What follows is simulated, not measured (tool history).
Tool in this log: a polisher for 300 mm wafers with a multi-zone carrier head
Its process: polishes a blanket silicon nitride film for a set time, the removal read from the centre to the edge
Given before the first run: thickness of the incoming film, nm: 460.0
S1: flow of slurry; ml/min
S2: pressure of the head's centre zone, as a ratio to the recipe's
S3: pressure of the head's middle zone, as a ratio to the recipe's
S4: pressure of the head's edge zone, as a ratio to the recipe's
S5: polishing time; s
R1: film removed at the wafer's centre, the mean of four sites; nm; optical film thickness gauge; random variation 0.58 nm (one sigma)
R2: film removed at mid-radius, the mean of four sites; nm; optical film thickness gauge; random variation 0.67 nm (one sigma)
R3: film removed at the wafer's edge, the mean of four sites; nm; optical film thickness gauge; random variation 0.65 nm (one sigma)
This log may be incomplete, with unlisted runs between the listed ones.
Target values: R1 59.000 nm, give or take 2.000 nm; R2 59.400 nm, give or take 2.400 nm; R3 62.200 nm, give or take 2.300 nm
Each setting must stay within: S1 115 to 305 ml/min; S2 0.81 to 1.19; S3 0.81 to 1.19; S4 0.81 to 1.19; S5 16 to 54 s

run  hour   S1    S2    S3    S4  S5      R1      R2      R3
  1   0.0  195  1.00  1.00  1.00  35  86.718  87.700  87.972
  2   1.7  190  0.98  0.97  0.97  32  78.437  78.064  79.035
  3   6.1  190  0.92  0.97  0.97  32  74.075  78.726  77.057
  4   7.7  190  0.86  0.97  0.97  32  68.766  80.169  77.046
  5   8.5  180  0.86  0.93  0.94  31  66.257  73.057  74.530
  6  16.9  185  0.87  0.92  0.92  29  62.416  68.411  68.238
  7  21.4  180  0.87  0.90  0.90  29  61.806  64.606  68.511
  8  23.0  180  0.88  0.90  0.88  28  59.977  63.193  64.866
  9  30.0  175  0.89  0.89  0.87  28  61.523  62.620  64.357

Exactly one of the 5 candidate moves below puts every result within its allowed miss. Which one?
  A  37.0  175  0.90  1.00  0.84  27   ?   ?   ?
  B  37.0  180  0.94  0.93  0.89  28   ?   ?   ?
  C  37.0  125  0.91  0.88  0.85  29   ?   ?   ?
  D  37.0  145  0.90  0.86  0.92  29   ?   ?   ?
  E  37.0  195  0.85  0.94  0.81  29   ?   ?   ?

move      R1      R2      R3
   A  59.987  65.950  62.099
   B  65.177  64.662  66.333
   C  59.669  58.970  63.591
   D  61.614  60.078  67.602
   E  62.292  68.536  66.648
A: the biggest miss grows against the last run
B: the biggest miss grows against the last run
C: every result within its allowed miss
D: the furthest-off result lands on target, but another misses its tolerance
E: the biggest miss grows against the last run
C meets every target.
